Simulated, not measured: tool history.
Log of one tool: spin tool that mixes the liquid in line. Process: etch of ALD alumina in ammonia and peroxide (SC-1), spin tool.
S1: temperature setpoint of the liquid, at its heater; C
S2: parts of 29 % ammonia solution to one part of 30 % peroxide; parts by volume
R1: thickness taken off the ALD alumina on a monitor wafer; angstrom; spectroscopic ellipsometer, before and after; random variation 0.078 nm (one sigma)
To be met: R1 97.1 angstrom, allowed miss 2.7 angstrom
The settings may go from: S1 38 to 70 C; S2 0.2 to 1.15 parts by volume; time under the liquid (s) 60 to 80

Run 1, hour 0: S1 54 C, S2 0.65 parts by volume, time under the liquid (s) 80. Result: R1 47.58 angstrom.
Run 2, hour 1.7: S1 59.5 C, S2 0.65 parts by volume, time under the liquid (s) 80. Result: R1 62.105 angstrom.
Run 3, hour 8.6: S1 59.5 C, S2 0.65 parts by volume, time under the liquid (s) 80. Result: R1 62.901 angstrom.
Run 4, hour 17.1: S1 59.5 C, S2 0.5 parts by volume, time under the liquid (s) 80. Result: R1 60.596 angstrom.
Run 5, hour 21.3: S1 53.5 C, S2 0.5 parts by volume, time under the liquid (s) 80. Result: R1 45.422 angstrom.
Run 6, hour 26.7: S1 55 C, S2 0.5 parts by volume, time under the liquid (s) 80. Result: R1 48.666 angstrom.
Run 7, hour 31.7: S1 56.5 C, S2 0.5 parts by volume, time under the liquid (s) 80. Result: R1 52.941 angstrom.
Run 8, hour 33.8: S1 58 C, S2 0.5 parts by volume, time under the liquid (s) 80. Result: R1 57.008 angstrom.
Run 9, hour 36: S1 59 C, S2 0.5 parts by volume, time under the liquid (s) 80. Result: R1 59.588 angstrom.
Run 10, hour 42.7: S1 60 C, S2 0.5 parts by volume, time under the liquid (s) 80. Result: R1 62.254 angstrom.
Run 11, hour 50.5: S1 60 C, S2 0.5 parts by volume, time under the liquid (s) 80. Result: R1 63.121 angstrom.
Run 12, hour 52: S1 61 C, S2 0.5 parts by volume, time under the liquid (s) 80. Result: R1 67.215 angstrom.
Run 13, hour 55.3: S1 61.5 C, S2 0.5 parts by volume, time under the liquid (s) 80. Result: R1 68.855 angstrom.
Run 14, hour 58.2: S1 62 C, S2 0.5 parts by volume, time under the liquid (s) 80. Result: R1 69.1 angstrom.
Run 15, hour 61.8: S1 62.5 C, S2 0.5 parts by volume, time under the liquid (s) 80. Result: R1 71.328 angstrom.
Run 16, hour 67.6: S1 63 C, S2 0.5 parts by volume, time under the liquid (s) 80. Result: R1 74.908 angstrom.

Which of these 5 next moves meets every target?
Run A, hour 73.4: S1 65 C, S2 0.4 parts by volume, time under the liquid (s) 60. Result: R1 ?.
Run B, hour 73.4: S1 60 C, S2 0.5 parts by volume, time under the liquid (s) 60. Result: R1 ?.
Run C, hour 73.4: S1 61 C, S2 1 parts by volume, time under the liquid (s) 60. Result: R1 ?.
Run D, hour 73.4: S1 68.5 C, S2 0.45 parts by volume, time under the liquid (s) 80. Result: R1 ?.
Run E, hour 73.4: S1 61 C, S2 0.6 parts by volume, time under the liquid (s) 80. Result: R1 ?.

move      R1
   A  60.438
   B  47.957
   C  53.887
   D  96.744
   E  68.467
A: further off than the last run
B: further off than the last run
C: further off than the last run
D: meets every target
E: further off than the last run
The right move is D.

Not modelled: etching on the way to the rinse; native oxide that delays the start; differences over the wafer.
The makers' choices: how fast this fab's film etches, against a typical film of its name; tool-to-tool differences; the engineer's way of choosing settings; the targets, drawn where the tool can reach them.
